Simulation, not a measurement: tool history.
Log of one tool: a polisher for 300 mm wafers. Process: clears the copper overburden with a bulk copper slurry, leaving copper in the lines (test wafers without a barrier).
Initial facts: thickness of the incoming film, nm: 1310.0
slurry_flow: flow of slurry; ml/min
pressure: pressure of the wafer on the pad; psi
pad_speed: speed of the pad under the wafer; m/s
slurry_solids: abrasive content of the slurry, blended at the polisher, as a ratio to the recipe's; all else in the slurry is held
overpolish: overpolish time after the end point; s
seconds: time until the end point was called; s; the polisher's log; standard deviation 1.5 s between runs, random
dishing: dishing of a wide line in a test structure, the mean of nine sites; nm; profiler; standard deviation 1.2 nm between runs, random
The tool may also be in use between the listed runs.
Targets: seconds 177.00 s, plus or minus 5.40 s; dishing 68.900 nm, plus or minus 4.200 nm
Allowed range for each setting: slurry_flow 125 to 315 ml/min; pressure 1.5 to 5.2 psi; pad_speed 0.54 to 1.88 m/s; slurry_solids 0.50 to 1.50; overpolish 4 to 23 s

run	day	slurry_flow	pressure	pad_speed	slurry_solids	overpolish	seconds	dishing
1	0.000	205	3.3	1.20	1.00	12	114.65	72.532
2	0.279	205	3.3	1.20	1.10	12	112.11	75.715
3	0.562	205	2.8	1.20	1.15	13	129.23	68.032
4	0.829	185	2.8	1.20	1.15	13	134.86	70.834
5	1.204	205	2.8	1.20	1.15	13	130.95	71.177
6	1.508	190	2.5	1.20	1.15	14	148.68	64.917
7	1.638	175	2.4	1.20	1.15	15	151.95	67.157
8	1.808	170	2.2	1.20	1.20	16	167.47	65.417
9	1.962	165	2.2	1.20	1.20	17	167.23	67.620
10	2.288	160	2.2	1.20	1.20	17	165.77	69.109
11	2.346	160	2.0	1.20	1.20	18	184.61	64.424

4 candidate next runs follow, results not yet known. Just one meets every target within its allowed miss. Identify it.
A	2.404	190	2.4	1.00	1.15	14	?	?
B	2.404	155	2.3	1.04	1.05	19	?	?
C	2.404	130	2.8	0.94	1.25	17	?	?
D	2.404	215	2.4	0.94	1.20	19	?	?

move	seconds	dishing
A	179.75	58.558
B	191.21	67.979
C	173.23	69.456
D	185.39	69.706
A: brings the result that was furthest off to its target, and leaves another outside
B: its largest miss is bigger than the last run's
C: in spec on every target
D: its largest miss is bigger than the last run's
Go with C: it meets all targets.
